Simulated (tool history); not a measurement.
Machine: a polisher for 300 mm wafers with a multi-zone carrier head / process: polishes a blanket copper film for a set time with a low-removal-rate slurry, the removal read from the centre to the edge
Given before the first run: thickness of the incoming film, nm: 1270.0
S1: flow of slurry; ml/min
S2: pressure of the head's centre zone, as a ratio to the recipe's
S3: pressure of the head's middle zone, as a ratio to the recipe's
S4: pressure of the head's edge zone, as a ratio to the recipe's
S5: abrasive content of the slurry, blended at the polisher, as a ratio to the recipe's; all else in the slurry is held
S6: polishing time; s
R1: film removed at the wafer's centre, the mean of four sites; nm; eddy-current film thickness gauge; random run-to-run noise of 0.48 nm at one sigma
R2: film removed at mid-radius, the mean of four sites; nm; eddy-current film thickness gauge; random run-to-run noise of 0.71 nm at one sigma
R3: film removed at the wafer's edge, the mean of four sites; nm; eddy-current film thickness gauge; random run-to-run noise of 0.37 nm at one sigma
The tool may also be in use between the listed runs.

| run | hour | S1 | S2 | S3 | S4 | S5 | S6 | R1 | R2 | R3 |
|---|---|---|---|---|---|---|---|---|---|---|
| 1 | 0 | 150 | 1 | 1 | 1 | 1 | 34 | 71.224 | 71.099 | 72.5 |
| 2 | 2.5 | 175 | 1 | 1 | 1 | 1 | 34 | 73.971 | 71.122 | 73.683 |
| 3 | 5.1 | 195 | 1 | 1 | 1 | 1 | 34 | 74.48 | 74.947 | 73.85 |
| 4 | 11.5 | 195 | 1 | 0.93 | 1 | 1 | 34 | 74.774 | 69.778 | 74.489 |
| 5 | 17 | 195 | 1 | 0.93 | 1.08 | 1 | 34 | 74.221 | 70.175 | 76.948 |
| 6 | 20 | 195 | 1 | 0.93 | 1.08 | 1 | 30 | 65.768 | 61.408 | 68.883 |
| 7 | 26.2 | 155 | 0.92 | 0.83 | 0.98 | 0.75 | 29 | 52.235 | 48.333 | 57.663 |
| 8 | 31.8 | 150 | 0.92 | 0.83 | 0.96 | 0.75 | 29 | 52.043 | 49.771 | 56.867 |

Forecast run 9:
| 9 | 34.1 | 145 | 0.93 | 0.83 | 0.96 | 0.75 | 29 | ? | ? | ? |

{"run 9": {"R1": 53.713, "R2": 47.145, "R3": 56.259}}
